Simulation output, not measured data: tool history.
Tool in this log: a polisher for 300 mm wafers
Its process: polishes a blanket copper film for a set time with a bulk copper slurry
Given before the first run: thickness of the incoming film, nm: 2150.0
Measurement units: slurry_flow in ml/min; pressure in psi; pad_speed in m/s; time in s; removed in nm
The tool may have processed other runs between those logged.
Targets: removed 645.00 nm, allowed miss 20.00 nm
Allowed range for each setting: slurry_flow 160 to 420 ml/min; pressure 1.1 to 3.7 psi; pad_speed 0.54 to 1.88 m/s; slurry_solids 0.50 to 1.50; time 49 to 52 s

run	hour	slurry_flow	pressure	pad_speed	slurry_solids	time	removed
1	0.0	270	2.4	1.20	1.00	49	478.26
2	8.8	270	2.4	1.02	1.00	49	409.16
3	10.9	270	2.4	1.02	0.80	49	388.38
4	19.1	270	2.4	1.02	0.80	52	417.14
5	25.9	270	2.6	1.02	0.80	52	445.23
6	31.5	330	2.6	1.02	0.80	52	449.35
7	35.5	330	2.8	1.02	0.80	52	475.92
8	40.5	330	3.0	1.02	0.80	52	509.07
9	46.1	330	3.1	1.02	0.80	52	522.09
10	52.5	330	3.2	1.02	0.80	52	540.60
11	58.9	330	3.3	1.02	0.80	52	546.31
12	60.6	330	3.4	1.04	0.80	52	570.91
13	66.5	335	3.7	1.04	0.80	52	622.84

Next run, 4 choices. One meets every target within its allowed miss, the rest don't. Which?
A	72.4	330	3.6	1.04	0.70	52	?
B	72.4	355	3.7	1.16	0.70	50	?
C	72.4	370	3.7	1.00	0.75	50	?
D	72.4	350	3.7	1.06	0.70	51	?

move	removed
A	594.33
B	654.10
C	575.25
D	610.75
A: misses by more than the last run did
B: all results land within tolerance of their targets
C: misses by more than the last run did
D: misses by more than the last run did
The move that meets every target is B.
